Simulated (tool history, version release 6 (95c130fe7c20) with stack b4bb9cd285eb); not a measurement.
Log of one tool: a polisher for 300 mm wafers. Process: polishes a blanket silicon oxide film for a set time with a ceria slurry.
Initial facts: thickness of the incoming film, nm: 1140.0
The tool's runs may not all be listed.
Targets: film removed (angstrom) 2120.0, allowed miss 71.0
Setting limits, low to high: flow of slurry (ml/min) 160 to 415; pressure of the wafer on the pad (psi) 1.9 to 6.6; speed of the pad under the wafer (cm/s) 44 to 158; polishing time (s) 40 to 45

| run | hour | flow of slurry (ml/min) | pressure of the wafer on the pad (psi) | speed of the pad under the wafer (cm/s) | polishing time (s) | film removed (angstrom) |
|---|---|---|---|---|---|---|
| 1 | 0.0 | 265 | 4.2 | 100 | 45 | 2474.8 |
| 2 | 1.9 | 265 | 4.2 | 100 | 45 | 2491.5 |
| 3 | 6.3 | 240 | 4.2 | 100 | 45 | 2471.4 |
| 4 | 10.7 | 240 | 5.1 | 100 | 45 | 2962.6 |
| 5 | 11.6 | 240 | 4.9 | 100 | 45 | 2825.3 |
| 6 | 14.0 | 240 | 4.7 | 100 | 45 | 2768.6 |
| 7 | 18.2 | 240 | 4.5 | 100 | 45 | 2624.4 |
| 8 | 26.8 | 240 | 4.4 | 100 | 45 | 2579.2 |
| 9 | 29.0 | 240 | 4.3 | 100 | 45 | 2526.0 |
| 10 | 37.5 | 240 | 4.2 | 100 | 45 | 2461.5 |
| 11 | 42.4 | 240 | 4.1 | 100 | 45 | 2452.7 |

4 candidate next runs follow, results not yet known. Just one meets every target within its allowed miss. Identify it.
| A | 47.3 | 280 | 4.9 | 88 | 40 | ? |
| B | 47.3 | 250 | 3.6 | 98 | 44 | ? |
| C | 47.3 | 230 | 4.7 | 84 | 45 | ? |
| D | 47.3 | 235 | 4.4 | 86 | 45 | ? |

| move | film removed (angstrom) |
|---|---|
| A | 2289.6 |
| B | 2136.7 |
| C | 2328.5 |
| D | 2258.3 |
A: nearer than the last run, and not there yet
B: hits every target within its allowed miss
C: nearer than the last run, and not there yet
D: nearer than the last run, and not there yet
Move B is the one to make.

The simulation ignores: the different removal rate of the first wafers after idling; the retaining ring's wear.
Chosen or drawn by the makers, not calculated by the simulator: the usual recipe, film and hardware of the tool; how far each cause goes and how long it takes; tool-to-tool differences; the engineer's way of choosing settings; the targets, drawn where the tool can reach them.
